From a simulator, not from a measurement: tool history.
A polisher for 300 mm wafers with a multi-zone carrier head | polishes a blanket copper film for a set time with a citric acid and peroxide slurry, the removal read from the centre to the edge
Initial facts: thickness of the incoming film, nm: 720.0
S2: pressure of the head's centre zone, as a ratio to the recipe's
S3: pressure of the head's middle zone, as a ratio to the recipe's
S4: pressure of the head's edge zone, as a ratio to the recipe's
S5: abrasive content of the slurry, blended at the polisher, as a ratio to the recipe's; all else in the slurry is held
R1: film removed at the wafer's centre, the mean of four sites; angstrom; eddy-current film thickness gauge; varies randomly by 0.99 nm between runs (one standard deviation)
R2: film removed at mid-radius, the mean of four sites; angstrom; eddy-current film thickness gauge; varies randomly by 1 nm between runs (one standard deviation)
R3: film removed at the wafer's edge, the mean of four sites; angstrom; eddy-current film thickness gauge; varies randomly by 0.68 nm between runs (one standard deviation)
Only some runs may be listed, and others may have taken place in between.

run 1 day=0.000 | flow_of_slurry_(ml/min)=305 S2=1.00 S3=1.00 S4=1.00 S5=1.00 polishing_time_(s)=62 | R1=917.93 R2=888.99 R3=916.30
run 2 day=0.229 | flow_of_slurry_(ml/min)=360 S2=1.00 S3=1.00 S4=1.00 S5=1.00 polishing_time_(s)=62 | R1=943.68 R2=915.12 R3=917.34
run 3 day=0.504 | flow_of_slurry_(ml/min)=360 S2=1.00 S3=1.01 S4=1.02 S5=1.05 polishing_time_(s)=62 | R1=933.23 R2=929.81 R3=933.43
run 4 day=0.679 | flow_of_slurry_(ml/min)=360 S2=1.00 S3=1.02 S4=1.03 S5=1.10 polishing_time_(s)=62 | R1=965.17 R2=938.83 R3=954.53
run 5 day=1.021 | flow_of_slurry_(ml/min)=360 S2=1.00 S3=0.95 S4=1.03 S5=1.10 polishing_time_(s)=62 | R1=949.46 R2=892.97 R3=965.94
run 6 day=1.288 | flow_of_slurry_(ml/min)=360 S2=1.00 S3=0.95 S4=1.08 S5=1.10 polishing_time_(s)=62 | R1=965.83 R2=900.26 R3=977.26
run 7 day=1.625 | flow_of_slurry_(ml/min)=390 S2=0.95 S3=1.05 S4=1.15 S5=1.30 polishing_time_(s)=62 | R1=966.16 R2=1031.50 R3=1061.50

Run 8 is up next; what results do you expect?
run 8 day=1.975 | flow_of_slurry_(ml/min)=390 S2=0.95 S3=1.06 S4=1.15 S5=1.30 polishing_time_(s)=62 | R1=? R2=? R3=?

R1: 951.91 angstrom
R2: 1043.10 angstrom
R3: 1058.90 angstrom

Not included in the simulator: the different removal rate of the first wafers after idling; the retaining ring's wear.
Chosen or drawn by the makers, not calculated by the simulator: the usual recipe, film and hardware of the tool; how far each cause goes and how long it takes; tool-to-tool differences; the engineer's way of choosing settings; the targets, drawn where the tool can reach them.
